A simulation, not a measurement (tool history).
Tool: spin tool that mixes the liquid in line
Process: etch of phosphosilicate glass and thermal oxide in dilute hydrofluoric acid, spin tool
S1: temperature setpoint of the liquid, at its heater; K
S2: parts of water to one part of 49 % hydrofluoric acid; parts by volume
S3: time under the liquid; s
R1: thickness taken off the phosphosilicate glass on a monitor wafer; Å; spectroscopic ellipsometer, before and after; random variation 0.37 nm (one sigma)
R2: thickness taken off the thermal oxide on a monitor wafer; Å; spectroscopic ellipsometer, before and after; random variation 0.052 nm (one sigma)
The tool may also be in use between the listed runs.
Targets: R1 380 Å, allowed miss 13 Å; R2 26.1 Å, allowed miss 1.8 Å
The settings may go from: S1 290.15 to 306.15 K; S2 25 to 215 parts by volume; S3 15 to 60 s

{"run": 1, "hour": 0.0, "S1": 298.15, "S2": 120, "S3": 30, "R1": 140.27, "R2": 9.5192}
{"run": 2, "hour": 2.5, "S1": 298.15, "S2": 120, "S3": 40, "R1": 190.45, "R2": 12.831}
{"run": 3, "hour": 10.9, "S1": 298.15, "S2": 150, "S3": 40, "R1": 146.19, "R2": 9.8779}
{"run": 4, "hour": 19.3, "S1": 299.65, "S2": 135, "S3": 40, "R1": 173.43, "R2": 12.025}
{"run": 5, "hour": 22.1, "S1": 300.15, "S2": 115, "S3": 40, "R1": 215.08, "R2": 14.648}
{"run": 6, "hour": 26.4, "S1": 301.15, "S2": 105, "S3": 40, "R1": 245.81, "R2": 17.248}
{"run": 7, "hour": 30.5, "S1": 301.65, "S2": 95, "S3": 40, "R1": 277.5, "R2": 19.257}
{"run": 8, "hour": 33.1, "S1": 302.15, "S2": 90, "S3": 40, "R1": 308.25, "R2": 20.815}
{"run": 9, "hour": 37.5, "S1": 303.15, "S2": 90, "S3": 40, "R1": 316.63, "R2": 22.025}
{"hour": 42.7, "done": "hydrofluoric acid flow meter replaced"}
{"run": 10, "hour": 42.7, "S1": 303.65, "S2": 90, "S3": 40, "R1": 358.5, "R2": 25.139}

Which of these 4 next moves meets every target?
{"run": "A", "hour": 47.9, "S1": 304.65, "S2": 90, "S3": 35, "R1": "?", "R2": "?"}
{"run": "B", "hour": 47.9, "S1": 303.15, "S2": 75, "S3": 35, "R1": "?", "R2": "?"}
{"run": "C", "hour": 47.9, "S1": 306.15, "S2": 90, "S3": 35, "R1": "?", "R2": "?"}
{"run": "D", "hour": 47.9, "S1": 305.65, "S2": 85, "S3": 35, "R1": "?", "R2": "?"}

move=A R1=328.63 R2=23.104
move=B R1=380.97 R2=26.785
move=C R1=347.42 R2=24.425
move=D R1=363.9 R2=25.584
A: further off than the last run
B: meets every target
C: further off than the last run
D: nearer than the last run, and not there yet
Answer: B

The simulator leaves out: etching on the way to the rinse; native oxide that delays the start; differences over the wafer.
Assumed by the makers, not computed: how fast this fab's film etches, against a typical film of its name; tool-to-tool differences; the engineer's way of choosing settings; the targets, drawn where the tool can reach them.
